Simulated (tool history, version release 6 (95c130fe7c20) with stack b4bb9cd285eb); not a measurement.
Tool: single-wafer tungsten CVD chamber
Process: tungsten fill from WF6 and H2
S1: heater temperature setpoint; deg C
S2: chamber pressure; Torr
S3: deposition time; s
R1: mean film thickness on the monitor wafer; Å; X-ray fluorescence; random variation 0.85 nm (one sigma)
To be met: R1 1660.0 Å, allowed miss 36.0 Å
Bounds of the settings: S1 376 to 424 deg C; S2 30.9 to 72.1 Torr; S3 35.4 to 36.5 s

| run | day | S1 | S2 | S3 | R1 |
|---|---|---|---|---|---|
| 1 | 0.000 | 400 | 51.5 | 35.4 | 1296.4 |
| 2 | 0.275 | 404 | 51.7 | 35.4 | 1378.7 |
| 3 | 0.383 | 404 | 51.7 | 36.5 | 1436.7 |
| 4 | 0.550 | 404 | 51.7 | 35.4 | 1376.1 |
| 5 | 0.733 | 404 | 45.6 | 35.4 | 1302.7 |
| 6 | 0.858 | 409 | 45.9 | 35.4 | 1419.3 |
| 7 | 1.050 | 412 | 46.1 | 35.4 | 1485.7 |
| 8 | 1.179 | 414 | 46.2 | 35.4 | 1532.4 |
| 9 | 1.375 | 414 | 46.2 | 35.4 | 1523.7 |
| 10 | 1.750 | 416 | 46.3 | 35.4 | 1577.9 |
| 11 | 1.833 | 417 | 46.4 | 35.4 | 1588.6 |

4 next moves are on the table. One of them brings every result within its allowed miss. Which?
| A | 1.917 | 420 | 45.8 | 35.6 | ? |
| B | 1.917 | 420 | 38.1 | 35.4 | ? |
| C | 1.917 | 415 | 46.1 | 35.4 | ? |
| D | 1.917 | 416 | 42.7 | 36.5 | ? |

| move | R1 |
|---|---|
| A | 1672.4 |
| B | 1517.4 |
| C | 1554.2 |
| D | 1565.6 |
A: meets every target
B: further off than the last run
C: further off than the last run
D: further off than the last run
Answer: A

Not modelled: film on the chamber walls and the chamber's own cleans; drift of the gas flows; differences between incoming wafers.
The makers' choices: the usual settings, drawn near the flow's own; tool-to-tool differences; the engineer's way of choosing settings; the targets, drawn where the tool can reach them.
